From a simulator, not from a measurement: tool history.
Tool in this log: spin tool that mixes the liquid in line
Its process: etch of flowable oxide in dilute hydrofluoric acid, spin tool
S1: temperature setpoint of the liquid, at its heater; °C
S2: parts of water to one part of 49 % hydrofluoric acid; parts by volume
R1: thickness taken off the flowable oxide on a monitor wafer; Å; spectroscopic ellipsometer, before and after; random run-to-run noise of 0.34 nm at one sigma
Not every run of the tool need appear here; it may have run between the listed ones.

Run 1, hour 0.0: S1 21.0 °C, S2 160 parts by volume, time under the liquid (s) 100. Result: R1 172.87 Å.
Run 2, hour 6.4: S1 19.5 °C, S2 160 parts by volume, time under the liquid (s) 100. Result: R1 163.37 Å.
Run 3, hour 7.9: S1 22.0 °C, S2 130 parts by volume, time under the liquid (s) 100. Result: R1 230.68 Å.
Run 4, hour 12.5: S1 22.0 °C, S2 130 parts by volume, time under the liquid (s) 105. Result: R1 242.56 Å.
Run 5, hour 17.0: S1 22.0 °C, S2 130 parts by volume, time under the liquid (s) 105. Result: R1 243.26 Å.
Run 6, hour 19.4: S1 22.0 °C, S2 130 parts by volume, time under the liquid (s) 105. Result: R1 244.28 Å.
Run 7, hour 24.5: S1 24.0 °C, S2 115 parts by volume, time under the liquid (s) 105. Result: R1 301.64 Å.
Run 8, hour 33.5: S1 24.0 °C, S2 115 parts by volume, time under the liquid (s) 105. Result: R1 305.30 Å.
Run 9, hour 42.3: S1 24.0 °C, S2 115 parts by volume, time under the liquid (s) 105. Result: R1 300.07 Å.
Run 10, hour 43.0: S1 25.5 °C, S2 105 parts by volume, time under the liquid (s) 105. Result: R1 355.51 Å.

What does the tool deliver on the next run?
Run 11, hour 44.3: S1 26.5 °C, S2 105 parts by volume, time under the liquid (s) 105. Result: R1 ?.

Logged for run 11: R1 368.79 Å.
